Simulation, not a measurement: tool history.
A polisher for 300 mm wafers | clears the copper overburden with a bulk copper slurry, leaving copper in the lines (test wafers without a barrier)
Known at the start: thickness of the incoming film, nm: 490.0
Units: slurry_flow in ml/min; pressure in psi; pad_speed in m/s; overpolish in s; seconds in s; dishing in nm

Run 1, hour 0: slurry_flow 280 ml/min, pressure 1.8 psi, pad_speed 0.92 m/s, slurry_solids 1, overpolish 9 s. Result: seconds 93.735 s, dishing 27.384 nm.
Run 2, hour 6.5: slurry_flow 280 ml/min, pressure 2 psi, pad_speed 0.96 m/s, slurry_solids 1, overpolish 10 s. Result: seconds 82.684 s, dishing 35.228 nm.
Run 3, hour 11.1: slurry_flow 280 ml/min, pressure 2.2 psi, pad_speed 1 m/s, slurry_solids 1, overpolish 10 s. Result: seconds 72.293 s, dishing 39.316 nm.
Run 4, hour 12.7: slurry_flow 330 ml/min, pressure 2.2 psi, pad_speed 1 m/s, slurry_solids 1, overpolish 10 s. Result: seconds 69.607 s, dishing 41.021 nm.
Run 5, hour 13.5: slurry_flow 330 ml/min, pressure 2.2 psi, pad_speed 1 m/s, slurry_solids 1.1, overpolish 10 s. Result: seconds 69.476 s, dishing 40.387 nm.
Run 6, hour 15.8: slurry_flow 295 ml/min, pressure 2.2 psi, pad_speed 1 m/s, slurry_solids 1.1, overpolish 10 s. Result: seconds 69.879 s, dishing 41.404 nm.
Run 7, hour 22.9: slurry_flow 295 ml/min, pressure 2.4 psi, pad_speed 1.02 m/s, slurry_solids 1.1, overpolish 10 s. Result: seconds 65.239 s, dishing 43.181 nm.
Run 8, hour 29.8: slurry_flow 300 ml/min, pressure 2.5 psi, pad_speed 1.04 m/s, slurry_solids 1.1, overpolish 10 s. Result: seconds 59.135 s, dishing 45.722 nm.

Forecast run 9:
Run 9, hour 31.3: slurry_flow 300 ml/min, pressure 2.6 psi, pad_speed 1.04 m/s, slurry_solids 1.1, overpolish 11 s. Result: seconds ?, dishing ?.

{"run 9": {"seconds": 57.143, "dishing": 51.303}}

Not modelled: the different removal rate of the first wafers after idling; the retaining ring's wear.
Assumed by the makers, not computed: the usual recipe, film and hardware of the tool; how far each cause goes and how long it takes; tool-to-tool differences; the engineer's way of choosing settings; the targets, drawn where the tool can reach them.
